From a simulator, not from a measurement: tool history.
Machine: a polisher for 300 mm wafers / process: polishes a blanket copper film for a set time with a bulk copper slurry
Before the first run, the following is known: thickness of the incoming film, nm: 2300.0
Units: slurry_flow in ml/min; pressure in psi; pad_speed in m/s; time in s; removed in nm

run,hour,slurry_flow,pressure,pad_speed,slurry_solids,time,removed
1,0.0,165,2.2,1.22,1.00,74,622.11
2,2.4,195,2.2,1.22,1.00,74,646.57
3,9.2,180,2.0,1.22,1.00,74,590.03
4,11.5,170,1.8,1.22,1.00,74,539.32
5,18.3,170,1.8,1.22,1.15,74,550.33
# hour 20.4: head pressure recalibrated
6,20.4,170,1.8,1.34,1.15,74,661.52
7,29.4,160,1.6,1.30,1.15,74,584.89

For run 8, what comes out?
8,32.3,160,1.5,1.26,1.15,74,?

removed: 549.53 nm

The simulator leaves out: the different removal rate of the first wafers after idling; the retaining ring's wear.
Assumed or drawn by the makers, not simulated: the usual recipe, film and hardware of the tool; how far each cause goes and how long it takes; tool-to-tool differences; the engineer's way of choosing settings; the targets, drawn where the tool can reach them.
